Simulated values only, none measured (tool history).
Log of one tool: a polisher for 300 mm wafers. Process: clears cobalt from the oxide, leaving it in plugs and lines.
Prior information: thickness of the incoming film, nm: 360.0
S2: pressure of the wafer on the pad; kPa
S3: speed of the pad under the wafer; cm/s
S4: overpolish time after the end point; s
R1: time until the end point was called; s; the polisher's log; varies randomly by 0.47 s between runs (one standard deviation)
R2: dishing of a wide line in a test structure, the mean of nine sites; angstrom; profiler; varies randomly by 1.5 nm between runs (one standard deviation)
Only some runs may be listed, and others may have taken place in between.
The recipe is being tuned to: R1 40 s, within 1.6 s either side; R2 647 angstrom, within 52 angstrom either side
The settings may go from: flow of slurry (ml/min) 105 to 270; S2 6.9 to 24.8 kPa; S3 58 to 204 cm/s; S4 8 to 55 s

Run 1, day 0: flow of slurry (ml/min) 175, S2 15.9 kPa, S3 130 cm/s, S4 28 s. Result: R1 52.715 s, R2 694.82 angstrom.
Run 2, day 0.158: flow of slurry (ml/min) 145, S2 15.9 kPa, S3 130 cm/s, S4 28 s. Result: R1 55.031 s, R2 711.97 angstrom.
Run 3, day 0.508: flow of slurry (ml/min) 155, S2 16.5 kPa, S3 130 cm/s, S4 26 s. Result: R1 51.458 s, R2 673.72 angstrom.
Run 4, day 0.842: flow of slurry (ml/min) 160, S2 17.2 kPa, S3 130 cm/s, S4 26 s. Result: R1 49.462 s, R2 682 angstrom.
Run 5, day 1.1: flow of slurry (ml/min) 165, S2 17.9 kPa, S3 130 cm/s, S4 25 s. Result: R1 47.932 s, R2 686.28 angstrom.
Run 6, day 1.204: flow of slurry (ml/min) 165, S2 17.9 kPa, S3 150 cm/s, S4 25 s. Result: R1 41.687 s, R2 707.56 angstrom.
Run 7, day 1.55: flow of slurry (ml/min) 170, S2 18.6 kPa, S3 150 cm/s, S4 11 s. Result: R1 39.629 s, R2 564.96 angstrom.
Run 8, day 1.788: flow of slurry (ml/min) 170, S2 18.6 kPa, S3 150 cm/s, S4 12 s. Result: R1 39.797 s, R2 583.6 angstrom.

Which one of the following 5 next-run settings gets every result inside its allowed miss? There is exactly one.
Run A, day 2.025: flow of slurry (ml/min) 190, S2 20.7 kPa, S3 138 cm/s, S4 8 s. Result: R1 ?, R2 ?.
Run B, day 2.025: flow of slurry (ml/min) 135, S2 17.9 kPa, S3 166 cm/s, S4 18 s. Result: R1 ?, R2 ?.
Run C, day 2.025: flow of slurry (ml/min) 200, S2 18.6 kPa, S3 152 cm/s, S4 8 s. Result: R1 ?, R2 ?.
Run D, day 2.025: flow of slurry (ml/min) 230, S2 20.7 kPa, S3 134 cm/s, S4 24 s. Result: R1 ?, R2 ?.
Run E, day 2.025: flow of slurry (ml/min) 150, S2 21.4 kPa, S3 142 cm/s, S4 8 s. Result: R1 ?, R2 ?.

move      R1      R2
   A  37.665  490.51
   B  39.571  667.91
   C  37.588  491.08
   D  37.333  712.85
   E  37.613  490.79
A: its largest miss is bigger than the last run's
B: all results in spec
C: its largest miss is bigger than the last run's
D: takes the result that was furthest off past its target
E: its largest miss is bigger than the last run's
The move that meets every target is B.
